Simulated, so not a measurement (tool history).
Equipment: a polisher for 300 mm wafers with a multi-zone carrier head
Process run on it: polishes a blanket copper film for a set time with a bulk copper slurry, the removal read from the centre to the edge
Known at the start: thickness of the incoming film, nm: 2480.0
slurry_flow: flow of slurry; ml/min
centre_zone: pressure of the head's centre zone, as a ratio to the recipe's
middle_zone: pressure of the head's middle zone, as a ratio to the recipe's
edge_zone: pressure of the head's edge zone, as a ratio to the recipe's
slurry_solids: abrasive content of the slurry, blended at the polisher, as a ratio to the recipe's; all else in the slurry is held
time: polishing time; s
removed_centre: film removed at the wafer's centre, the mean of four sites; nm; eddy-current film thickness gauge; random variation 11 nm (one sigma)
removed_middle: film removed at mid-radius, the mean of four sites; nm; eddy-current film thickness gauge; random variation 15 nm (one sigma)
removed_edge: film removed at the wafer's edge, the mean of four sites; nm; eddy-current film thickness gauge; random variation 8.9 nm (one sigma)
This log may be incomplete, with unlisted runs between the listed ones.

run,day,slurry_flow,centre_zone,middle_zone,edge_zone,slurry_solids,time,removed_centre,removed_middle,removed_edge
1,0.000,285,1.00,1.00,1.00,1.00,77,840.11,881.47,870.36
2,0.242,295,1.04,1.01,1.02,1.05,77,898.36,891.47,889.19
3,0.471,295,1.04,1.01,1.02,0.90,77,853.89,849.63,866.07
4,0.704,295,0.96,1.01,1.02,0.90,77,792.41,847.35,857.21
5,0.942,295,0.96,1.01,1.02,0.90,95,980.96,1045.30,1061.10
6,1.242,225,0.96,1.01,1.02,0.90,95,948.21,1054.40,1049.10

Expected results for the next run?
7,1.312,245,1.00,1.01,0.99,0.85,95,?,?,?

{"run 7": {"removed_centre": 974.85, "removed_middle": 1008.9, "removed_edge": 1002.8}}
